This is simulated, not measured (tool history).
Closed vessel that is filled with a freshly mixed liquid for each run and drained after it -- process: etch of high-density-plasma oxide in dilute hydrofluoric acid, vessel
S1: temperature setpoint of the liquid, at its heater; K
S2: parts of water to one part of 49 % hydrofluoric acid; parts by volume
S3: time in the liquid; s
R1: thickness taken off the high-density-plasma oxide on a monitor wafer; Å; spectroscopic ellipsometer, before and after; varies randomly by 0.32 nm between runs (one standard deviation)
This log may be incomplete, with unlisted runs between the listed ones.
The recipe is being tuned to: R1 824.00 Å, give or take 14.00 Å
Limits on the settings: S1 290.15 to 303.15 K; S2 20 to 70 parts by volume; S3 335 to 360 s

run 1 hour=0.0 | S1=295.15 S2=40 S3=335 | R1=714.50
run 2 hour=7.6 | S1=295.65 S2=40 S3=335 | R1=723.12
run 3 hour=10.0 | S1=296.15 S2=40 S3=335 | R1=746.42
run 4 hour=12.7 | S1=296.15 S2=30 S3=335 | R1=1001.10
run 5 hour=15.8 | S1=294.15 S2=30 S3=335 | R1=921.35
run 6 hour=18.3 | S1=293.65 S2=30 S3=335 | R1=902.97
run 7 hour=24.6 | S1=293.15 S2=30 S3=335 | R1=885.79
run 8 hour=32.6 | S1=291.15 S2=30 S3=335 | R1=802.71

4 next moves are on the table. One of them brings every result within its allowed miss. Which?
run A hour=40.6 | S1=290.15 S2=30 S3=355 | R1=?
run B hour=40.6 | S1=292.15 S2=30 S3=345 | R1=?
run C hour=40.6 | S1=291.15 S2=30 S3=360 | R1=?
run D hour=40.6 | S1=290.65 S2=30 S3=360 | R1=?

move=A R1=825.40
move=B R1=875.48
move=C R1=874.59
move=D R1=855.63
A: all results land within tolerance of their targets
B: moves the result that the last run missed by most past its target, out the other side
C: moves the result that the last run missed by most past its target, out the other side
D: moves the result that the last run missed by most past its target, out the other side
A is the move that brings every result within its allowed miss.
